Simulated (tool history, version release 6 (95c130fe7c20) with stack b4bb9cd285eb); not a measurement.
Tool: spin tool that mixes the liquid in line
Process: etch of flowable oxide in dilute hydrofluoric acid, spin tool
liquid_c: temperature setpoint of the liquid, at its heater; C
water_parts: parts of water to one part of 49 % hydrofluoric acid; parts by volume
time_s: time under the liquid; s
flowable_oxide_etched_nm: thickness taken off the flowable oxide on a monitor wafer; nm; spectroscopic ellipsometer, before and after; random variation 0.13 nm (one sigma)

{"run": 1, "hour": 0.0, "liquid_c": 24, "water_parts": 120, "time_s": 165, "flowable_oxide_etched_nm": 55.544}
{"run": 2, "hour": 2.2, "liquid_c": 23, "water_parts": 125, "time_s": 165, "flowable_oxide_etched_nm": 50.818}
{"run": 3, "hour": 11.0, "liquid_c": 20, "water_parts": 125, "time_s": 165, "flowable_oxide_etched_nm": 45.544}
{"run": 4, "hour": 13.8, "liquid_c": 20, "water_parts": 85, "time_s": 165, "flowable_oxide_etched_nm": 70.162}
{"run": 5, "hour": 16.4, "liquid_c": 20, "water_parts": 125, "time_s": 165, "flowable_oxide_etched_nm": 45.481}
{"run": 6, "hour": 18.6, "liquid_c": 18.5, "water_parts": 125, "time_s": 165, "flowable_oxide_etched_nm": 42.745}

The next listed run, before its measurement:
{"run": 7, "hour": 27.6, "liquid_c": 18.5, "water_parts": 130, "time_s": 165, "flowable_oxide_etched_nm": "?"}

{"run 7": {"flowable_oxide_etched_nm": 40.816}}
